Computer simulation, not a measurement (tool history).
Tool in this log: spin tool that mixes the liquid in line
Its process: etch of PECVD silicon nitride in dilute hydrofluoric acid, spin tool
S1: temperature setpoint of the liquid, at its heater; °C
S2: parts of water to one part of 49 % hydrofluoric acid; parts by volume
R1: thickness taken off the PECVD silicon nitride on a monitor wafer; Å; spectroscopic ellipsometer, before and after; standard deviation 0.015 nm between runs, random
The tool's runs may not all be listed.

run 1 hour=0.0 | S1=21.0 S2=200 time_under_the_liquid_(s)=100 | R1=9.3101
run 2 hour=1.8 | S1=22.0 S2=200 time_under_the_liquid_(s)=100 | R1=9.7968
run 3 hour=5.3 | S1=23.0 S2=200 time_under_the_liquid_(s)=100 | R1=10.4310
run 4 hour=14.3 | S1=26.0 S2=200 time_under_the_liquid_(s)=100 | R1=12.6830
run 5 hour=16.8 | S1=26.0 S2=200 time_under_the_liquid_(s)=75 | R1=9.7151
run 6 hour=20.1 | S1=26.0 S2=250 time_under_the_liquid_(s)=75 | R1=7.7006
run 7 hour=21.3 | S1=26.5 S2=240 time_under_the_liquid_(s)=75 | R1=8.5560
-- hour=25.1 thermometer replaced
run 8 hour=25.1 | S1=27.0 S2=230 time_under_the_liquid_(s)=75 | R1=10.5360
run 9 hour=30.7 | S1=27.5 S2=225 time_under_the_liquid_(s)=75 | R1=10.8100
run 10 hour=39.7 | S1=27.5 S2=220 time_under_the_liquid_(s)=75 | R1=11.3170

Run 11, settings as shown, results not yet in. Your forecast:
run 11 hour=46.5 | S1=28.5 S2=215 time_under_the_liquid_(s)=75 | R1=?

Run 11 yielded R1 12.0420 Å.
